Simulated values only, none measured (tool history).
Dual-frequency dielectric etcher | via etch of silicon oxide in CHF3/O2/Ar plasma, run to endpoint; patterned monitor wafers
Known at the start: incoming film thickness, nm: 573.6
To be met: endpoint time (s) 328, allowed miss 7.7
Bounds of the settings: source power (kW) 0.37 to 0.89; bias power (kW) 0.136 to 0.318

Run 1, day 0: source power (kW) 0.63, bias power (kW) 0.227. Result: endpoint time (s) 272.05.
Run 2, day 0.029: source power (kW) 0.74, bias power (kW) 0.227. Result: endpoint time (s) 255.22.
Run 3, day 0.167: source power (kW) 0.74, bias power (kW) 0.19. Result: endpoint time (s) 266.58.
Run 4, day 0.246: source power (kW) 0.74, bias power (kW) 0.229. Result: endpoint time (s) 253.21.
Run 5, day 0.462: source power (kW) 0.64, bias power (kW) 0.215. Result: endpoint time (s) 275.12.
Run 6, day 0.604: source power (kW) 0.55, bias power (kW) 0.215. Result: endpoint time (s) 291.17.
Run 7, day 0.746: source power (kW) 0.5, bias power (kW) 0.209. Result: endpoint time (s) 304.54.
Run 8, day 0.833: source power (kW) 0.47, bias power (kW) 0.206. Result: endpoint time (s) 316.8.

Which of these 4 next moves meets every target?
Run A, day 0.921: source power (kW) 0.46, bias power (kW) 0.155. Result: endpoint time (s) ?.
Run B, day 0.921: source power (kW) 0.46, bias power (kW) 0.137. Result: endpoint time (s) ?.
Run C, day 0.921: source power (kW) 0.37, bias power (kW) 0.245. Result: endpoint time (s) ?.
Run D, day 0.921: source power (kW) 0.4, bias power (kW) 0.176. Result: endpoint time (s) ?.

move  endpoint time (s)
   A             346.99
   B             357.99
   C             333.78
   D             355.66
A: takes the result that was furthest off past its target
B: takes the result that was furthest off past its target
C: meets every target
D: takes the result that was furthest off past its target
Move C is the one to make.
